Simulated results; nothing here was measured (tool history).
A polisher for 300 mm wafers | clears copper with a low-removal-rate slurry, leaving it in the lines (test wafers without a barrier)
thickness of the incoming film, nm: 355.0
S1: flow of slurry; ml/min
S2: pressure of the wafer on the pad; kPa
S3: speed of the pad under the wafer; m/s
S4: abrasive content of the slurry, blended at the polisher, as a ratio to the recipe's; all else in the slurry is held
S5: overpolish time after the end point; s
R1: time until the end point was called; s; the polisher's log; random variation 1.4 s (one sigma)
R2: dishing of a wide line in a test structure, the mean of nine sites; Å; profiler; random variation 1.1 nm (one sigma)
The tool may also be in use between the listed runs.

Run 1, hour 0: S1 240 ml/min, S2 28.3 kPa, S3 1.16 m/s, S4 1, S5 29 s. Result: R1 77.642 s, R2 638.98 Å.
Run 2, hour 4: S1 240 ml/min, S2 26.9 kPa, S3 1.16 m/s, S4 1, S5 31 s. Result: R1 78.858 s, R2 633.41 Å.
Run 3, hour 6.9: S1 205 ml/min, S2 26.9 kPa, S3 1.16 m/s, S4 1, S5 31 s. Result: R1 82.304 s, R2 633.88 Å.
Run 4, hour 11.6: S1 200 ml/min, S2 25.5 kPa, S3 1.16 m/s, S4 1, S5 33 s. Result: R1 86.161 s, R2 622.1 Å.
Run 5, hour 16.8: S1 200 ml/min, S2 20.7 kPa, S3 1.16 m/s, S4 1, S5 33 s. Result: R1 106.65 s, R2 551.9 Å.
Run 6, hour 22.6: S1 200 ml/min, S2 20.7 kPa, S3 1.16 m/s, S4 1.15, S5 33 s. Result: R1 103.9 s, R2 549.81 Å.
Run 7, hour 24.4: S1 200 ml/min, S2 20.7 kPa, S3 1.16 m/s, S4 1.15, S5 35 s. Result: R1 104.93 s, R2 576.9 Å.

Run 8 comes next. What will it give?
Run 8, hour 25: S1 200 ml/min, S2 20.7 kPa, S3 1.16 m/s, S4 1.15, S5 35 s. Result: R1 ?, R2 ?.

R1: 106.55 s
R2: 565.43 Å

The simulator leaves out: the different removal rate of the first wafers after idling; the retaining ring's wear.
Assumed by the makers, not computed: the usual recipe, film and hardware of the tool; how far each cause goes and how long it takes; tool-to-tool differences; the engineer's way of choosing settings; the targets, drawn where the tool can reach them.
